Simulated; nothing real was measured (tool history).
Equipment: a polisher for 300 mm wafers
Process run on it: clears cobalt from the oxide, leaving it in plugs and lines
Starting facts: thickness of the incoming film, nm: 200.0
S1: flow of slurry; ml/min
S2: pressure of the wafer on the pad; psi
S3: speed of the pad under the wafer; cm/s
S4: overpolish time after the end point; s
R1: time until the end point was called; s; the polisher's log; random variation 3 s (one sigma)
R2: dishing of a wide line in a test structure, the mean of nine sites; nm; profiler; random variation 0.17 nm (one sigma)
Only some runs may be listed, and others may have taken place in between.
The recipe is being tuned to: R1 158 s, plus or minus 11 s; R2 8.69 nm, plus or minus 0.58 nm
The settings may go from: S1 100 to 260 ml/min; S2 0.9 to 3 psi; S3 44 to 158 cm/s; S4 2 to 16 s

{"run": 1, "hour": 0.0, "S1": 165, "S2": 1.9, "S3": 100, "S4": 8, "R1": 49.639, "R2": 22.624}
{"run": 2, "hour": 5.5, "S1": 165, "S2": 1.5, "S3": 100, "S4": 8, "R1": 58.754, "R2": 19.555}
{"run": 3, "hour": 13.6, "S1": 165, "S2": 1.5, "S3": 100, "S4": 10, "R1": 60.404, "R2": 23.559}
{"run": 4, "hour": 15.0, "S1": 165, "S2": 1.8, "S3": 100, "S4": 10, "R1": 51.515, "R2": 25.767}
{"run": 5, "hour": 16.6, "S1": 165, "S2": 1.8, "S3": 80, "S4": 10, "R1": 64.81, "R2": 22.494}
{"run": 6, "hour": 20.4, "S1": 145, "S2": 1.5, "S3": 68, "S4": 9, "R1": 88.234, "R2": 16.076}
{"run": 7, "hour": 22.1, "S1": 140, "S2": 1.3, "S3": 60, "S4": 8, "R1": 119.45, "R2": 11.266}
{"run": 8, "hour": 23.5, "S1": 140, "S2": 1.2, "S3": 60, "S4": 8, "R1": 124.23, "R2": 10.493}
{"run": 9, "hour": 24.6, "S1": 140, "S2": 1.1, "S3": 58, "S4": 8, "R1": 139.43, "R2": 9.7531}

Which one of the following 4 next-run settings gets every result inside its allowed miss? There is exactly one.
{"run": "A", "hour": 25.7, "S1": 150, "S2": 1.1, "S3": 44, "S4": 13, "R1": "?", "R2": "?"}
{"run": "B", "hour": 25.7, "S1": 170, "S2": 1.1, "S3": 50, "S4": 10, "R1": "?", "R2": "?"}
{"run": "C", "hour": 25.7, "S1": 115, "S2": 1.1, "S3": 52, "S4": 8, "R1": "?", "R2": "?"}
{"run": "D", "hour": 25.7, "S1": 100, "S2": 1, "S3": 54, "S4": 11, "R1": "?", "R2": "?"}

move=A R1=182.67 R2=12.042
move=B R1=158.39 R2=10.819
move=C R1=165.87 R2=8.4742
move=D R1=180.39 R2=10.488
A: misses by more than the last run did
B: misses by more than the last run did
C: all results in spec
D: misses by more than the last run did
Move C is the one to make.
